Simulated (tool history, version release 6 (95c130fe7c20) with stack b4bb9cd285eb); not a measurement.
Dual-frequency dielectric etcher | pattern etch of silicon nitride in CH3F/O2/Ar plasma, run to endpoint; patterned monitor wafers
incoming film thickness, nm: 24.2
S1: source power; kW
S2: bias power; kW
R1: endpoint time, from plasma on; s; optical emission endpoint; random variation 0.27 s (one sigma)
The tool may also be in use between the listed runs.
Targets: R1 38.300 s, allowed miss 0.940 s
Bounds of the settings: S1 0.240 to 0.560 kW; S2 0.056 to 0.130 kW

run  hour     S1     S2      R1
  1   0.0  0.400  0.093  31.836
  2   2.2  0.370  0.089  32.970
  3  10.9  0.300  0.089  36.149
  4  14.1  0.340  0.089  33.859
  5  23.0  0.320  0.087  35.096
  6  28.6  0.300  0.086  35.996
  7  31.7  0.290  0.085  36.408
  8  40.0  0.280  0.084  37.627

5 next moves are on the table. One of them brings every result within its allowed miss. Which?
  A  48.3  0.300  0.086   ?
  B  48.3  0.310  0.084   ?
  C  48.3  0.250  0.088   ?
  D  48.3  0.290  0.088   ?
  E  48.3  0.320  0.079   ?

move      R1
   A  36.035
   B  35.868
   C  38.065
   D  36.217
   E  36.079
A: further off than the last run
B: further off than the last run
C: meets every target
D: further off than the last run
E: further off than the last run
The right move is C.

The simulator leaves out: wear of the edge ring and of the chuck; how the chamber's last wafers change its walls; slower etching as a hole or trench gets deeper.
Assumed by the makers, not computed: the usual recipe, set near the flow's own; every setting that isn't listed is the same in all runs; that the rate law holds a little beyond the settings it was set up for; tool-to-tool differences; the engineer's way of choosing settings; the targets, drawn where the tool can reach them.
